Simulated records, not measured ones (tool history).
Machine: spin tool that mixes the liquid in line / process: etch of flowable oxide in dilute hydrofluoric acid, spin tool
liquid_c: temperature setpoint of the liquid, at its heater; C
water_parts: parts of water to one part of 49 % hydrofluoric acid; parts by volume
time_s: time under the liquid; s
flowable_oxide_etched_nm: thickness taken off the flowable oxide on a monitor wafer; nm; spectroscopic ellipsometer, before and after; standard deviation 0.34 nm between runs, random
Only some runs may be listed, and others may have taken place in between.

| run | hour | liquid_c | water_parts | time_s | flowable_oxide_etched_nm |
|---|---|---|---|---|---|
| 1 | 0.0 | 23.0 | 105 | 150 | 55.839 |
| 2 | 1.6 | 25.0 | 100 | 150 | 63.102 |
| 3 | 4.7 | 26.5 | 95 | 150 | 71.127 |
| 4 | 7.4 | 26.5 | 95 | 165 | 78.214 |
| 5 | 9.3 | 26.5 | 95 | 165 | 78.159 |
| 6 | 16.1 | 26.5 | 95 | 150 | 71.013 |
| 7 | 20.5 | 27.5 | 95 | 150 | 74.122 |

The next listed run, before its measurement:
| 8 | 27.8 | 28.5 | 95 | 150 | ? |

{"run 8": {"flowable_oxide_etched_nm": 76.706}}
